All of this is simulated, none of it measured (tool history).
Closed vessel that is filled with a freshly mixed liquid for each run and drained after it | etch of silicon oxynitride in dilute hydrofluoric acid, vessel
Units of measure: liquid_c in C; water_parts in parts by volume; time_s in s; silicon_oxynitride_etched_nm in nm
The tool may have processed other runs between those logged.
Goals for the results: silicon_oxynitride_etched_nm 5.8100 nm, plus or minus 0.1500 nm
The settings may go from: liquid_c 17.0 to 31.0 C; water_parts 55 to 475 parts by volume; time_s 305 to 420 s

{"run": 1, "hour": 0.0, "liquid_c": 23.0, "water_parts": 265, "time_s": 420, "silicon_oxynitride_etched_nm": 3.4283}
{"run": 2, "hour": 3.9, "liquid_c": 24.5, "water_parts": 255, "time_s": 420, "silicon_oxynitride_etched_nm": 3.8584}
{"run": 3, "hour": 11.2, "liquid_c": 26.0, "water_parts": 250, "time_s": 420, "silicon_oxynitride_etched_nm": 4.2871}
{"run": 4, "hour": 12.9, "liquid_c": 23.5, "water_parts": 250, "time_s": 420, "silicon_oxynitride_etched_nm": 3.7923}
{"run": 5, "hour": 21.3, "liquid_c": 25.0, "water_parts": 245, "time_s": 420, "silicon_oxynitride_etched_nm": 4.1787}
{"run": 6, "hour": 30.2, "liquid_c": 25.0, "water_parts": 155, "time_s": 420, "silicon_oxynitride_etched_nm": 7.0789}
{"run": 7, "hour": 37.3, "liquid_c": 24.0, "water_parts": 155, "time_s": 420, "silicon_oxynitride_etched_nm": 6.6292}
{"run": 8, "hour": 44.3, "liquid_c": 23.5, "water_parts": 155, "time_s": 420, "silicon_oxynitride_etched_nm": 6.6014}
{"run": 9, "hour": 51.5, "liquid_c": 23.0, "water_parts": 155, "time_s": 420, "silicon_oxynitride_etched_nm": 6.4144}
{"run": 10, "hour": 53.7, "liquid_c": 22.5, "water_parts": 155, "time_s": 420, "silicon_oxynitride_etched_nm": 6.3152}
{"run": 11, "hour": 54.8, "liquid_c": 22.0, "water_parts": 155, "time_s": 420, "silicon_oxynitride_etched_nm": 6.1437}
{"run": 12, "hour": 60.5, "liquid_c": 21.5, "water_parts": 155, "time_s": 420, "silicon_oxynitride_etched_nm": 6.0177}

Which of these 4 next moves meets every target?
{"run": "A", "hour": 66.2, "liquid_c": 22.5, "water_parts": 155, "time_s": 420, "silicon_oxynitride_etched_nm": "?"}
{"run": "B", "hour": 66.2, "liquid_c": 22.5, "water_parts": 165, "time_s": 420, "silicon_oxynitride_etched_nm": "?"}
{"run": "C", "hour": 66.2, "liquid_c": 18.0, "water_parts": 125, "time_s": 420, "silicon_oxynitride_etched_nm": "?"}
{"run": "D", "hour": 66.2, "liquid_c": 20.0, "water_parts": 140, "time_s": 420, "silicon_oxynitride_etched_nm": "?"}

move=A silicon_oxynitride_etched_nm=6.3041
move=B silicon_oxynitride_etched_nm=5.8782
move=C silicon_oxynitride_etched_nm=6.4391
move=D silicon_oxynitride_etched_nm=6.2711
A: its largest miss is bigger than the last run's
B: in spec on every target
C: its largest miss is bigger than the last run's
D: its largest miss is bigger than the last run's
The move that meets every target is B.
